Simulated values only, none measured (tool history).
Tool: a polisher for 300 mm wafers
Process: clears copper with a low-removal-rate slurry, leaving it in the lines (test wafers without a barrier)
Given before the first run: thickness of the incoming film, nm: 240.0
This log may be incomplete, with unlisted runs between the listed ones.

| run | hour | flow of slurry (ml/min) | pressure of the wafer on the pad (psi) | speed of the pad under the wafer (m/s) | abrasive content of the slurry | overpolish time after the end point (s) | time until the end point was called (s) | dishing of a wide line in a test structure (nm) |
|---|---|---|---|---|---|---|---|---|
| 1 | 0 | 130 | 2.1 | 0.96 | 1 | 28 | 97.429 | 41.445 |
| 2 | 3.9 | 130 | 2.1 | 0.96 | 1.2 | 28 | 94.116 | 44.494 |
| 3 | 6 | 130 | 2.1 | 0.96 | 1 | 28 | 97.759 | 42.612 |
| 4 | 12.7 | 130 | 2.1 | 1.16 | 1 | 28 | 82.486 | 48.522 |
| 5 | 18.3 | 130 | 2.1 | 1 | 1 | 28 | 93.135 | 43.63 |
| 6 | 19 | 130 | 2.1 | 1 | 0.85 | 28 | 98.21 | 42.742 |
| 7 | 25 | 130 | 2.1 | 1 | 0.85 | 25 | 97.159 | 39.373 |
| 8 | 31 | 130 | 2.1 | 1 | 0.85 | 22 | 98.315 | 35.463 |
| 9 | 35.1 | 130 | 2.1 | 1 | 0.85 | 20 | 99.035 | 32.202 |

Estimate the outcome of run 10 from the log above:
| 10 | 43.9 | 130 | 2.1 | 1 | 0.85 | 20 | ? | ? |

Run 10 gave time until the end point was called (s) 99.433, dishing of a wide line in a test structure (nm) 33.239.
